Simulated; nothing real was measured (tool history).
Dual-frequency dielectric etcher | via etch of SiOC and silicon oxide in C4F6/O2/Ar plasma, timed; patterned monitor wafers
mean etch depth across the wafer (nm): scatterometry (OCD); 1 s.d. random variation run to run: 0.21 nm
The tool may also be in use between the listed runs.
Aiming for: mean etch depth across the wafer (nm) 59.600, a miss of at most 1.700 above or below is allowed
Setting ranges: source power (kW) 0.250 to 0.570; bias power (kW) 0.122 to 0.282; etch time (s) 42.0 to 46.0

run,day,source power (kW),bias power (kW),etch time (s),mean etch depth across the wafer (nm)
1,0.000,0.410,0.202,46.0,52.455
2,0.258,0.410,0.202,46.0,52.427
3,0.542,0.410,0.202,42.0,47.962
4,0.746,0.370,0.202,42.0,45.887
5,0.954,0.370,0.226,42.0,47.269
6,0.979,0.410,0.232,42.5,50.153
7,1.142,0.440,0.237,43.0,52.594
8,1.267,0.460,0.241,43.0,53.551
9,1.492,0.480,0.245,43.5,55.329

Which one of the following 5 next-run settings gets every result inside its allowed miss? There is exactly one.
A,1.717,0.480,0.226,44.5,?
B,1.717,0.440,0.221,43.5,?
C,1.717,0.490,0.241,46.0,?
D,1.717,0.380,0.216,42.0,?
E,1.717,0.470,0.174,42.0,?

move,mean etch depth across the wafer (nm)
A,55.897
B,52.405
C,59.205
D,47.300
E,49.249
A: better than the last run, though not everything is in spec
B: lands further from the targets than the last run did
C: meets every target
D: lands further from the targets than the last run did
E: lands further from the targets than the last run did
The move that meets every target is C.

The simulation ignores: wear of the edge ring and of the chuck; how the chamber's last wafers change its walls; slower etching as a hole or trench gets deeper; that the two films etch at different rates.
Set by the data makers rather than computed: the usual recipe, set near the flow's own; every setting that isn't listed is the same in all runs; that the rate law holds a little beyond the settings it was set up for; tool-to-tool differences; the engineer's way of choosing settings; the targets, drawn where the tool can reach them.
